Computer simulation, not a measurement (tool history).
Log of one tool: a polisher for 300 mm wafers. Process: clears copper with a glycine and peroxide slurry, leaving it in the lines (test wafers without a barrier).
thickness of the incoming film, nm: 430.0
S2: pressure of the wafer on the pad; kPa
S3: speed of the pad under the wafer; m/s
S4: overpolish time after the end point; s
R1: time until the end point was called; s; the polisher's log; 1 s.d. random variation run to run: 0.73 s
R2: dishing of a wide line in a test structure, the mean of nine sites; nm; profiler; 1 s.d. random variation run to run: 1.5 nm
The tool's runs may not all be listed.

run 1 hour=0 | flow_of_slurry_(ml/min)=310 S2=21.4 S3=0.96 S4=20 | R1=65.389 R2=84.029
run 2 hour=5.5 | flow_of_slurry_(ml/min)=310 S2=21.4 S3=0.96 S4=21 | R1=64.726 R2=87.663
run 3 hour=9.5 | flow_of_slurry_(ml/min)=310 S2=26.2 S3=0.96 S4=21 | R1=54.229 R2=97.852
run 4 hour=17.3 | flow_of_slurry_(ml/min)=310 S2=26.2 S3=1.18 S4=21 | R1=47.284 R2=105.6
run 5 hour=20.1 | flow_of_slurry_(ml/min)=380 S2=26.2 S3=1.18 S4=21 | R1=46.819 R2=106.9
run 6 hour=23.8 | flow_of_slurry_(ml/min)=380 S2=24.8 S3=1.18 S4=22 | R1=48.755 R2=106.87
run 7 hour=30.3 | flow_of_slurry_(ml/min)=380 S2=23.4 S3=1.18 S4=23 | R1=51.249 R2=108.44

Forecast run 8:
run 8 hour=36 | flow_of_slurry_(ml/min)=380 S2=22.1 S3=1.18 S4=24 | R1=? R2=?

R1: 53.346 s
R2: 103.78 nm
